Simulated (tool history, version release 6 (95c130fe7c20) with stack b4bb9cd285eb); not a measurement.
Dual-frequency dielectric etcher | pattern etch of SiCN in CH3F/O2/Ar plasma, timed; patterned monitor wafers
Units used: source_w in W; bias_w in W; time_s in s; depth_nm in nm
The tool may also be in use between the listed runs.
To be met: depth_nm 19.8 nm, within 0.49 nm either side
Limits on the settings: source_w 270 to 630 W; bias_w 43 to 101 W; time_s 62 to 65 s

| run | hour | source_w | bias_w | time_s | depth_nm |
|---|---|---|---|---|---|
| 1 | 0 | 450 | 72 | 62 | 23.221 |
| 2 | 3 | 430 | 71 | 62 | 22.601 |
| 3 | 3.7 | 410 | 70 | 62 | 21.97 |
| 4 | 7.4 | 410 | 70 | 62 | 22.114 |
| 5 | 10.6 | 390 | 69 | 62 | 21.64 |
| 6 | 16 | 380 | 68 | 62 | 21.187 |
| 7 | 21.8 | 370 | 68 | 62 | 20.98 |
| 8 | 29.5 | 360 | 68 | 62 | 20.763 |
| 9 | 32.3 | 350 | 68 | 62 | 20.458 |

5 candidate next runs follow, results not yet known. Just one meets every target within its allowed miss. Identify it.
| A | 35.1 | 390 | 68 | 62 | ? |
| B | 35.1 | 270 | 72 | 62.5 | ? |
| C | 35.1 | 370 | 72 | 62 | ? |
| D | 35.1 | 340 | 63 | 62 | ? |
| E | 35.1 | 340 | 70 | 64.5 | ? |

| move | depth_nm |
|---|---|
| A | 21.307 |
| B | 18.637 |
| C | 21.215 |
| D | 19.611 |
| E | 21.091 |
A: misses by more than the last run did
B: moves the result that the last run missed by most past its target, out the other side
C: misses by more than the last run did
D: each result inside its tolerance
E: misses by more than the last run did
Correct choice: D, which meets every target
